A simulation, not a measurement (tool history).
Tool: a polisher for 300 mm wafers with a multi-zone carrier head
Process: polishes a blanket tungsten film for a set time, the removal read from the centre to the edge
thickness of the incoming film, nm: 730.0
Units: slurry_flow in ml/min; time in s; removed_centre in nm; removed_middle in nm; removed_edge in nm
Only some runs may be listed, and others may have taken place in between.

| run | hour | slurry_flow | centre_zone | middle_zone | edge_zone | slurry_solids | time | removed_centre | removed_middle | removed_edge |
|---|---|---|---|---|---|---|---|---|---|---|
| 1 | 0 | 170 | 1 | 1 | 1 | 1 | 37 | 270.35 | 240.91 | 244.49 |
| 2 | 2.9 | 170 | 1 | 0.93 | 1 | 1 | 37 | 270.04 | 228.85 | 246.42 |
| 3 | 6.3 | 170 | 1 | 0.96 | 1 | 1 | 37 | 265.6 | 238.19 | 247.29 |
| 4 | 8.3 | 160 | 0.96 | 0.94 | 0.99 | 0.9 | 37 | 254.99 | 220.51 | 239.05 |
| 5 | 13.1 | 160 | 0.96 | 0.98 | 0.99 | 0.9 | 37 | 249.09 | 231.03 | 241.49 |
| 6 | 14.1 | 125 | 0.96 | 0.98 | 0.99 | 0.9 | 37 | 242.02 | 220.73 | 226.74 |
| 7 | 21.4 | 120 | 0.92 | 0.97 | 1 | 0.85 | 37 | 220.89 | 216.6 | 232.3 |

The next listed run, before its measurement:
| 8 | 25.6 | 115 | 0.91 | 0.96 | 0.99 | 0.8 | 37 | ? | ? | ? |

removed_centre: 211.76 nm
removed_middle: 210.84 nm
removed_edge: 227.4 nm
